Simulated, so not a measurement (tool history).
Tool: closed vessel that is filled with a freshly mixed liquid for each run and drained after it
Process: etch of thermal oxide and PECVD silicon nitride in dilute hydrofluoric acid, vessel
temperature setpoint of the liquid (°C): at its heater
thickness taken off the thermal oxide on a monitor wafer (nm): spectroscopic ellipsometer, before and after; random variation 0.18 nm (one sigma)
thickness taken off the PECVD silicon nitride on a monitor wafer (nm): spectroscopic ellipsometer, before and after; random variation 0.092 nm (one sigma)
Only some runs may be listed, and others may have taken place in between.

run,day,temperature setpoint of the liquid (°C),parts of water to one part of 49 % hydrofluoric acid (parts by volume),time in the liquid (s),thickness taken off the thermal oxide on a monitor wafer (nm),thickness taken off the PECVD silicon nitride on a monitor wafer (nm)
1,0,22,115,435,17.5,11.304
2,0.067,22,145,435,13.497,8.9694
3,0.096,21.5,130,425,14.719,9.3272
4,0.333,21.5,130,510,17.526,11.221
# day 0.429: thermometer replaced
5,0.429,21,120,505,17.374,10.361
6,0.592,19,120,505,16.254,9.0438
7,0.8,19,110,500,17.817,9.8398
8,0.879,19,105,495,18.427,10.047
9,0.971,19,100,490,19.214,10.571
10,1.075,19,95,490,20.371,11.025

Forecast run 11:
11,1.112,19,90,490,?,?

{"run 11": {"thickness taken off the thermal oxide on a monitor wafer (nm)": 21.552, "thickness taken off the PECVD silicon nitride on a monitor wafer (nm)": 11.644}}

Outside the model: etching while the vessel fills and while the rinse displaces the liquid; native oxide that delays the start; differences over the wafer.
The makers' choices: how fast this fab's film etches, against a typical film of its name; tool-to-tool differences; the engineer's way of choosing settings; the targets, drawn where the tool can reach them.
